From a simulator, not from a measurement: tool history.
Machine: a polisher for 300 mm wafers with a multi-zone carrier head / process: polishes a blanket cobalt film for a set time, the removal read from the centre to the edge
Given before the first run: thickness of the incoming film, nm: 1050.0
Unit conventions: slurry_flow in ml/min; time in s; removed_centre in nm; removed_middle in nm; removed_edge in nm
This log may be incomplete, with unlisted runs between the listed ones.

run	hour	slurry_flow	centre_zone	middle_zone	edge_zone	time	removed_centre	removed_middle	removed_edge
1	0	225	1	1	1	46	383.41	381.73	396.32
2	5.7	225	1	1.05	1	46	374.81	401.78	395.41
3	13	225	0.95	1.05	1	46	366.7	392.34	393.02
4	19.8	220	0.95	1.03	0.98	45	355.98	379.94	385.91
5	26.8	220	0.97	1.01	0.97	44	349.57	378.3	367.76
6	32.9	220	0.98	0.98	0.97	43	353.98	355.54	360.18
7	34.7	215	0.98	0.96	0.97	43	348.83	347.19	355.13
8	43.2	210	0.98	0.95	0.97	43	349.68	344.39	360.77

The next listed run, before its measurement:
9	48.9	210	0.98	0.94	0.96	43	?	?	?

removed_centre: 338.94 nm
removed_middle: 341.63 nm
removed_edge: 358.28 nm

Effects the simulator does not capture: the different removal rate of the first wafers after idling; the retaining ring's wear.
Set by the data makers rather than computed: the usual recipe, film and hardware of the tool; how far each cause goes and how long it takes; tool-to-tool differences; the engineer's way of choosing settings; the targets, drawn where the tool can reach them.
